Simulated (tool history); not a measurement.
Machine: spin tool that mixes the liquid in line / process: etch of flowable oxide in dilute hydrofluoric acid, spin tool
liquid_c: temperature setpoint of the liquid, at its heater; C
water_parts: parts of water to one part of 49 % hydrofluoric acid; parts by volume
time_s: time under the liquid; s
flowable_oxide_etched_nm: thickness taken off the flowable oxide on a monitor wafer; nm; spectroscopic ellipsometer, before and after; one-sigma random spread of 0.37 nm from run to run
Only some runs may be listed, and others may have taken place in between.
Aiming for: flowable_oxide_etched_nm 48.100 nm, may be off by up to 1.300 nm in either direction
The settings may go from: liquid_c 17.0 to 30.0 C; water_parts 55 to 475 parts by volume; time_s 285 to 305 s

run	day	liquid_c	water_parts	time_s	flowable_oxide_etched_nm
1	0.000	22.0	265	285	25.124
2	0.204	23.0	255	285	26.823
3	0.450	23.5	245	285	29.218
4	0.625	23.5	245	285	29.220
5	0.758	26.5	245	285	32.297
6	1.025	29.5	245	285	35.525
7	1.167	29.5	240	285	36.524
8	1.267	29.5	235	285	37.292
9	1.396	29.5	230	285	38.761
10	1.742	29.5	225	285	39.996
11	1.954	29.5	220	285	41.310
12	2.146	29.5	215	285	42.019
13	2.288	29.5	210	285	43.279

Which of these 4 next moves meets every target?
A	2.429	27.5	195	305	?
B	2.429	29.0	230	285	?
C	2.429	26.0	210	285	?
D	2.429	28.5	225	285	?

move	flowable_oxide_etched_nm
A	47.634
B	38.179
C	38.507
D	38.586
A: each result inside its tolerance
B: moves away from the targets compared with the last run
C: moves away from the targets compared with the last run
D: moves away from the targets compared with the last run
Go with A: it meets all targets.

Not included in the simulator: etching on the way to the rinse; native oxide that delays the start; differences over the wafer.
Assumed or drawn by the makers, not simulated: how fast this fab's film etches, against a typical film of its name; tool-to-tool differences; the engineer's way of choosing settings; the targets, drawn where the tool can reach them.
